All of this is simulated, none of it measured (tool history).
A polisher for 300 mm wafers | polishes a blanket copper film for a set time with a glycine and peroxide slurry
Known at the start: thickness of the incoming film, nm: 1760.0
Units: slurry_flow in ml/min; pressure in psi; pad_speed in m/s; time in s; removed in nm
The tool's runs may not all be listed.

| run | hour | slurry_flow | pressure | pad_speed | time | removed |
|---|---|---|---|---|---|---|
| 1 | 0 | 195 | 1.8 | 0.88 | 106 | 294.44 |
| 2 | 7.4 | 195 | 1.8 | 0.88 | 106 | 300.77 |
| 3 | 9 | 195 | 1.8 | 0.96 | 106 | 321.72 |
| 4 | 16.2 | 195 | 2.1 | 0.96 | 106 | 360.2 |
| 5 | 18.5 | 195 | 2.1 | 0.96 | 106 | 356.76 |
| 6 | 27.3 | 195 | 1.8 | 0.92 | 106 | 302.01 |

Forecast run 7:
| 7 | 36.2 | 195 | 1.6 | 0.9 | 106 | ? |

removed: 280.51 nm

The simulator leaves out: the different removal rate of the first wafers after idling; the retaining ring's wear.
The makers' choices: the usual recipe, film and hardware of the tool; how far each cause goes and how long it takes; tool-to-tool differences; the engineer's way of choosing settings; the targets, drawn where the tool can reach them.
